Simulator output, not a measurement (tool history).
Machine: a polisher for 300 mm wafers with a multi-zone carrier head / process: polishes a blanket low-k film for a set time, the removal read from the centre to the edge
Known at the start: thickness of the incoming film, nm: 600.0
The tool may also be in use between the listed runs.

| run | day | flow of slurry (ml/min) | pressure of the head's centre zone | pressure of the head's middle zone | pressure of the head's edge zone | abrasive content of the slurry | polishing time (s) | film removed at the wafer's centre (angstrom) | film removed at mid-radius (angstrom) | film removed at the wafer's edge (angstrom) |
|---|---|---|---|---|---|---|---|---|---|---|
| 1 | 0.000 | 270 | 1.00 | 1.00 | 1.00 | 1.00 | 53 | 181.10 | 176.76 | 185.21 |
| 2 | 0.354 | 280 | 1.00 | 1.02 | 1.02 | 1.00 | 53 | 180.07 | 182.65 | 182.12 |
| 3 | 0.717 | 280 | 1.00 | 0.96 | 1.02 | 1.00 | 53 | 179.71 | 172.47 | 185.70 |
| 4 | 0.867 | 280 | 0.99 | 0.98 | 1.03 | 1.05 | 53 | 182.94 | 178.88 | 191.00 |
| 5 | 1.075 | 285 | 0.98 | 1.00 | 1.04 | 1.05 | 53 | 179.49 | 183.69 | 192.74 |
| 6 | 1.138 | 290 | 0.98 | 1.01 | 1.05 | 1.05 | 53 | 181.35 | 183.75 | 195.66 |
| 7 | 1.288 | 295 | 0.98 | 1.03 | 1.06 | 1.05 | 53 | 182.56 | 186.99 | 192.18 |
| 8 | 1.458 | 295 | 0.97 | 1.04 | 1.07 | 1.05 | 53 | 183.51 | 189.87 | 193.15 |
| 9 | 1.629 | 300 | 0.96 | 1.05 | 1.08 | 1.05 | 53 | 180.62 | 191.82 | 192.88 |
| 10 | 1.762 | 305 | 0.95 | 1.06 | 1.09 | 1.05 | 53 | 178.53 | 192.95 | 198.73 |
| 11 | 2.054 | 305 | 0.95 | 1.06 | 1.09 | 1.05 | 53 | 178.93 | 192.87 | 200.89 |
| 12 | 2.417 | 310 | 0.95 | 1.08 | 1.09 | 1.05 | 53 | 174.64 | 195.66 | 195.33 |
| 13 | 2.754 | 310 | 0.95 | 1.08 | 1.09 | 1.05 | 53 | 177.88 | 195.97 | 195.39 |

Estimate the outcome of run 14 from the log above:
| 14 | 2.917 | 310 | 0.95 | 1.09 | 1.10 | 1.05 | 53 | ? | ? | ? |

film removed at the wafer's centre (angstrom): 176.26
film removed at mid-radius (angstrom): 198.93
film removed at the wafer's edge (angstrom): 196.56
